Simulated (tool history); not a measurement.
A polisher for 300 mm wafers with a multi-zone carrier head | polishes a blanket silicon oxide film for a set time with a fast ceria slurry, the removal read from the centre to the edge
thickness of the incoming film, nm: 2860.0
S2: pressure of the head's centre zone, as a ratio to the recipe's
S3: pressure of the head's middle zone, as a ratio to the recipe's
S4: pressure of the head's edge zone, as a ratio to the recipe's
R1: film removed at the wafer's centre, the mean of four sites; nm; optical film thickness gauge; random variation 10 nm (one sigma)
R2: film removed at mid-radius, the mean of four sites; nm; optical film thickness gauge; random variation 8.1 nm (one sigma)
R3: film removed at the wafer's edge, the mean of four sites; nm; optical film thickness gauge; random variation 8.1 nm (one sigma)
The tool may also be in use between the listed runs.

{"run": 1, "hour": 0.0, "flow of slurry (ml/min)": 245, "S2": 1.0, "S3": 1.0, "S4": 1.0, "polishing time (s)": 52, "R1": 565.69, "R2": 574.46, "R3": 564.69}
{"run": 2, "hour": 6.5, "flow of slurry (ml/min)": 305, "S2": 1.0, "S3": 1.0, "S4": 1.0, "polishing time (s)": 52, "R1": 578.59, "R2": 591.2, "R3": 578.17}
{"run": 3, "hour": 15.2, "flow of slurry (ml/min)": 315, "S2": 1.02, "S3": 1.06, "S4": 1.03, "polishing time (s)": 57, "R1": 643.87, "R2": 691.56, "R3": 636.23}
{"run": 4, "hour": 23.2, "flow of slurry (ml/min)": 315, "S2": 1.07, "S3": 1.06, "S4": 1.03, "polishing time (s)": 57, "R1": 671.68, "R2": 683.09, "R3": 638.98}
{"run": 5, "hour": 32.0, "flow of slurry (ml/min)": 315, "S2": 1.07, "S3": 1.06, "S4": 1.03, "polishing time (s)": 52, "R1": 614.5, "R2": 623.82, "R3": 582.31}
{"run": 6, "hour": 34.8, "flow of slurry (ml/min)": 315, "S2": 1.07, "S3": 1.06, "S4": 1.1, "polishing time (s)": 52, "R1": 623.88, "R2": 620.64, "R3": 582.73}
{"run": 7, "hour": 39.7, "flow of slurry (ml/min)": 320, "S2": 1.07, "S3": 1.08, "S4": 1.1, "polishing time (s)": 58, "R1": 691.45, "R2": 705.38, "R3": 658.9}

The next listed run, before its measurement:
{"run": 8, "hour": 45.6, "flow of slurry (ml/min)": 325, "S2": 1.07, "S3": 1.11, "S4": 1.1, "polishing time (s)": 62, "R1": "?", "R2": "?", "R3": "?"}

{"run 8": {"R1": 738.98, "R2": 760.54, "R3": 708.86}}

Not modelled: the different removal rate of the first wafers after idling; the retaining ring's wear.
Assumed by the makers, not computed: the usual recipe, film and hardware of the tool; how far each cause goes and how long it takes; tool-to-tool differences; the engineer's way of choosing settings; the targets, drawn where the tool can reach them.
